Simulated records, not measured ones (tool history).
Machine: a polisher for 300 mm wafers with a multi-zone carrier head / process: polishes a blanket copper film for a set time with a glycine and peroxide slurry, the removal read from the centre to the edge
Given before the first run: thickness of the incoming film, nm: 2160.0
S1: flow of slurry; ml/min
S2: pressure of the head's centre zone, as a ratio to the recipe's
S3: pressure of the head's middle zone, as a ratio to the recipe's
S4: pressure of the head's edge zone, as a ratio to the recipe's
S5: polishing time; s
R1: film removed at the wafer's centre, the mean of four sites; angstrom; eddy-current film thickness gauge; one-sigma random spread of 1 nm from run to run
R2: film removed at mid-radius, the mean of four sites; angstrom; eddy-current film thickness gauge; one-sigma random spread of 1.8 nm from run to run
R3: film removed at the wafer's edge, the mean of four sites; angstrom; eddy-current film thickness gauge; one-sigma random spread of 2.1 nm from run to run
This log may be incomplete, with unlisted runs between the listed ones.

run	hour	S1	S2	S3	S4	S5	R1	R2	R3
1	0.0	175	1.00	1.00	1.00	79	3566.6	3647.7	3697.2
2	4.6	175	1.00	0.96	1.00	79	3589.8	3469.1	3827.2
3	6.8	175	1.00	0.96	0.94	79	3561.2	3531.7	3630.0
4	11.0	210	1.00	0.96	0.94	79	3704.1	3674.1	3807.6
5	18.5	185	1.00	0.96	0.94	79	3592.1	3505.7	3671.1
# hour 26.4: slurry nozzle cleaned
6	26.4	160	1.00	0.96	0.94	79	3644.0	3575.3	3668.9
7	30.4	210	0.90	0.86	0.84	57	2461.8	2542.6	2616.2
8	32.3	205	0.89	0.85	0.84	55	2380.6	2397.8	2546.5
9	34.5	200	0.88	0.85	0.85	53	2227.3	2326.9	2439.0
10	35.7	195	0.87	0.85	0.85	52	2151.6	2255.9	2432.8
11	38.8	155	0.82	0.86	0.81	37	1375.9	1554.3	1609.3
12	45.2	155	0.82	0.86	0.81	37	1378.2	1552.0	1633.9
13	46.5	160	0.82	0.86	0.82	37	1392.4	1577.2	1639.8
14	51.6	165	0.82	0.86	0.83	37	1397.5	1561.9	1634.2

For run 15, what comes out?
15	52.9	170	0.82	0.86	0.84	38	?	?	?

R1: 1445.4 angstrom
R2: 1610.7 angstrom
R3: 1706.8 angstrom

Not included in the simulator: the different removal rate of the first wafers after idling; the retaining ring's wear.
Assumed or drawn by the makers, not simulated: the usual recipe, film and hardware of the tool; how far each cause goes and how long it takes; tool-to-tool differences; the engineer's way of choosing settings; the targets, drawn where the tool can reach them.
